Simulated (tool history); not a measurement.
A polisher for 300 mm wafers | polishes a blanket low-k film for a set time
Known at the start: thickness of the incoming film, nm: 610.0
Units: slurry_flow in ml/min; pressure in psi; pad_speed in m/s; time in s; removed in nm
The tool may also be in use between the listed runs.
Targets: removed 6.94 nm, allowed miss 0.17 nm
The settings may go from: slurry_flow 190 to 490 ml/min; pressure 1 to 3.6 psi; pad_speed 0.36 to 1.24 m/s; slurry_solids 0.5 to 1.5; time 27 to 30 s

{"run": 1, "hour": 0.0, "slurry_flow": 315, "pressure": 2.3, "pad_speed": 0.8, "slurry_solids": 1, "time": 30, "removed": 10.283}
{"run": 2, "hour": 8.6, "slurry_flow": 315, "pressure": 2.3, "pad_speed": 0.8, "slurry_solids": 1.1, "time": 30, "removed": 10.713}
{"run": 3, "hour": 13.4, "slurry_flow": 315, "pressure": 2, "pad_speed": 0.8, "slurry_solids": 1.1, "time": 30, "removed": 9.4659}
{"run": 4, "hour": 17.0, "slurry_flow": 385, "pressure": 2, "pad_speed": 0.8, "slurry_solids": 1.1, "time": 30, "removed": 9.5309}
{"run": 5, "hour": 24.6, "slurry_flow": 385, "pressure": 2, "pad_speed": 0.8, "slurry_solids": 0.95, "time": 30, "removed": 9.1432}
{"run": 6, "hour": 27.0, "slurry_flow": 380, "pressure": 1.8, "pad_speed": 0.8, "slurry_solids": 0.95, "time": 30, "removed": 8.2081}
{"run": 7, "hour": 30.6, "slurry_flow": 375, "pressure": 1.7, "pad_speed": 0.8, "slurry_solids": 0.95, "time": 30, "removed": 7.8407}
{"run": 8, "hour": 31.1, "slurry_flow": 360, "pressure": 1.4, "pad_speed": 0.8, "slurry_solids": 0.95, "time": 30, "removed": 6.5123}
{"hour": 36.9, "done": "conditioning disc replaced and pad reconditioned"}
{"run": 9, "hour": 36.9, "slurry_flow": 380, "pressure": 1.4, "pad_speed": 0.8, "slurry_solids": 0.95, "time": 30, "removed": 7.102}
{"run": 10, "hour": 38.5, "slurry_flow": 365, "pressure": 1.4, "pad_speed": 0.8, "slurry_solids": 0.95, "time": 30, "removed": 7.2219}
{"run": 11, "hour": 44.7, "slurry_flow": 365, "pressure": 1.3, "pad_speed": 0.8, "slurry_solids": 0.95, "time": 30, "removed": 6.6456}
{"run": 12, "hour": 51.0, "slurry_flow": 375, "pressure": 1.4, "pad_speed": 0.8, "slurry_solids": 0.95, "time": 30, "removed": 7.1079}
{"run": 13, "hour": 56.4, "slurry_flow": 370, "pressure": 1.4, "pad_speed": 0.8, "slurry_solids": 0.95, "time": 30, "removed": 7.1889}
{"run": 14, "hour": 58.7, "slurry_flow": 365, "pressure": 1.4, "pad_speed": 0.8, "slurry_solids": 0.95, "time": 30, "removed": 7.1072}
{"run": 15, "hour": 59.3, "slurry_flow": 365, "pressure": 1.3, "pad_speed": 0.8, "slurry_solids": 0.95, "time": 30, "removed": 6.6148}
{"run": 16, "hour": 60.4, "slurry_flow": 380, "pressure": 1.3, "pad_speed": 0.8, "slurry_solids": 0.95, "time": 30, "removed": 6.6655}
{"run": 17, "hour": 62.1, "slurry_flow": 380, "pressure": 1.4, "pad_speed": 0.8, "slurry_solids": 0.95, "time": 30, "removed": 7.182}
{"run": 18, "hour": 70.1, "slurry_flow": 370, "pressure": 1.4, "pad_speed": 0.8, "slurry_solids": 0.95, "time": 30, "removed": 7.126}
{"run": 19, "hour": 71.2, "slurry_flow": 365, "pressure": 1.4, "pad_speed": 0.8, "slurry_solids": 0.95, "time": 30, "removed": 7.0684}
{"run": 20, "hour": 72.7, "slurry_flow": 355, "pressure": 1.4, "pad_speed": 0.8, "slurry_solids": 0.95, "time": 30, "removed": 7.0763}

Which of these 5 next moves meets every target?
{"run": "A", "hour": 74.2, "slurry_flow": 335, "pressure": 1.5, "pad_speed": 0.82, "slurry_solids": 0.95, "time": 29, "removed": "?"}
{"run": "B", "hour": 74.2, "slurry_flow": 395, "pressure": 1.7, "pad_speed": 0.76, "slurry_solids": 0.8, "time": 27, "removed": "?"}
{"run": "C", "hour": 74.2, "slurry_flow": 340, "pressure": 1.9, "pad_speed": 0.68, "slurry_solids": 0.9, "time": 27, "removed": "?"}
{"run": "D", "hour": 74.2, "slurry_flow": 390, "pressure": 1.5, "pad_speed": 0.82, "slurry_solids": 0.9, "time": 29, "removed": "?"}
{"run": "E", "hour": 74.2, "slurry_flow": 460, "pressure": 1.5, "pad_speed": 0.76, "slurry_solids": 1, "time": 29, "removed": "?"}

move=A removed=7.4444
move=B removed=6.9336
move=C removed=7.412
move=D removed=7.357
move=E removed=7.3534
A: further off than the last run
B: meets every target
C: further off than the last run
D: further off than the last run
E: further off than the last run
Move B is the one to make.
